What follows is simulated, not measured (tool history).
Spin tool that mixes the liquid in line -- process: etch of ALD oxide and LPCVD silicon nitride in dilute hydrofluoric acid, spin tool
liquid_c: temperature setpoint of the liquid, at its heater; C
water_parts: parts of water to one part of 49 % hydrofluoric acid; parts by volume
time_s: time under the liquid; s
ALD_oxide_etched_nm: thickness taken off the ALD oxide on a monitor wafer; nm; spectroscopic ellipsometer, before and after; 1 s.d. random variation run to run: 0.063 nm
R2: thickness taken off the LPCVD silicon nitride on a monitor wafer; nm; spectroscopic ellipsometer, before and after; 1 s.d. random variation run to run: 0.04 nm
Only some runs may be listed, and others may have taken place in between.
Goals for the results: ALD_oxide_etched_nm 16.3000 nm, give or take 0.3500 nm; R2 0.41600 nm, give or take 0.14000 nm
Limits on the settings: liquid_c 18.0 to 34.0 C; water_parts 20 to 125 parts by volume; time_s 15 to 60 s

Run 1, hour 0.0: liquid_c 26.0 C, water_parts 70 parts by volume, time_s 30 s. Result: ALD_oxide_etched_nm 8.1144 nm, R2 0.24702 nm.
Run 2, hour 6.5: liquid_c 26.0 C, water_parts 70 parts by volume, time_s 35 s. Result: ALD_oxide_etched_nm 9.3900 nm, R2 0.29840 nm.
Run 3, hour 13.0: liquid_c 27.5 C, water_parts 65 parts by volume, time_s 35 s. Result: ALD_oxide_etched_nm 10.7950 nm, R2 0.31706 nm.
Run 4, hour 13.8: liquid_c 28.5 C, water_parts 65 parts by volume, time_s 35 s. Result: ALD_oxide_etched_nm 11.2270 nm, R2 0.33340 nm.
Run 5, hour 20.2: liquid_c 29.5 C, water_parts 65 parts by volume, time_s 35 s. Result: ALD_oxide_etched_nm 11.6300 nm, R2 0.31306 nm.
Run 6, hour 22.1: liquid_c 32.5 C, water_parts 65 parts by volume, time_s 35 s. Result: ALD_oxide_etched_nm 13.0260 nm, R2 0.41113 nm.
Run 7, hour 24.9: liquid_c 32.5 C, water_parts 65 parts by volume, time_s 35 s. Result: ALD_oxide_etched_nm 13.1770 nm, R2 0.47576 nm.
Run 8, hour 31.8: liquid_c 32.5 C, water_parts 60 parts by volume, time_s 35 s. Result: ALD_oxide_etched_nm 14.1780 nm, R2 0.46417 nm.

Exercise: of the 4 proposed moves below, exactly one satisfies all targets within the stated allowed misses. Which move is it?
Run A, hour 38.7: liquid_c 24.0 C, water_parts 55 parts by volume, time_s 40 s. Result: ALD_oxide_etched_nm ?, R2 ?.
Run B, hour 38.7: liquid_c 28.5 C, water_parts 55 parts by volume, time_s 35 s. Result: ALD_oxide_etched_nm ?, R2 ?.
Run C, hour 38.7: liquid_c 34.0 C, water_parts 95 parts by volume, time_s 50 s. Result: ALD_oxide_etched_nm ?, R2 ?.
Run D, hour 38.7: liquid_c 24.5 C, water_parts 50 parts by volume, time_s 45 s. Result: ALD_oxide_etched_nm ?, R2 ?.

move  ALD_oxide_etched_nm       R2
   A              12.7190  0.36700
   B              13.3390  0.43246
   C              12.7910  0.50530
   D              16.1730  0.46879
A: misses by more than the last run did
B: misses by more than the last run did
C: misses by more than the last run did
D: hits every target within its allowed miss
Correct choice: D, which meets every target

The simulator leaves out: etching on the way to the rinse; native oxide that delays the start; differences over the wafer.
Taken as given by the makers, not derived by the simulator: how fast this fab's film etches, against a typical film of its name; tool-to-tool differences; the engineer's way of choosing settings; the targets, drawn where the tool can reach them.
